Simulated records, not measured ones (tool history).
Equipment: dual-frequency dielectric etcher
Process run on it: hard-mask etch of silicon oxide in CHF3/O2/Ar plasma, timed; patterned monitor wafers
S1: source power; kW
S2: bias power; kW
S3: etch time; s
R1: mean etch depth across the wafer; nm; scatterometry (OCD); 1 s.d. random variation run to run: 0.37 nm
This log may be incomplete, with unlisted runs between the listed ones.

Run 1, hour 0: S1 0.64 kW, S2 0.143 kW, S3 29.5 s. Result: R1 60.007 nm.
Run 2, hour 6.5: S1 0.64 kW, S2 0.143 kW, S3 31 s. Result: R1 62.897 nm.
Run 3, hour 14: S1 0.64 kW, S2 0.143 kW, S3 29.5 s. Result: R1 59.944 nm.
Run 4, hour 20.4: S1 0.56 kW, S2 0.143 kW, S3 29.5 s. Result: R1 56.945 nm.
At hour 24.2: source power generator calibrated.
Run 5, hour 24.2: S1 0.56 kW, S2 0.124 kW, S3 29.5 s. Result: R1 54.046 nm.
Run 6, hour 32.6: S1 0.56 kW, S2 0.124 kW, S3 29.5 s. Result: R1 54.017 nm.
Run 7, hour 38.7: S1 0.69 kW, S2 0.153 kW, S3 30.5 s. Result: R1 65.859 nm.

Predict the results of run 8:
Run 8, hour 46.4: S1 0.71 kW, S2 0.155 kW, S3 30.5 s. Result: R1 ?.

Run 8 produced R1 67.557 nm.
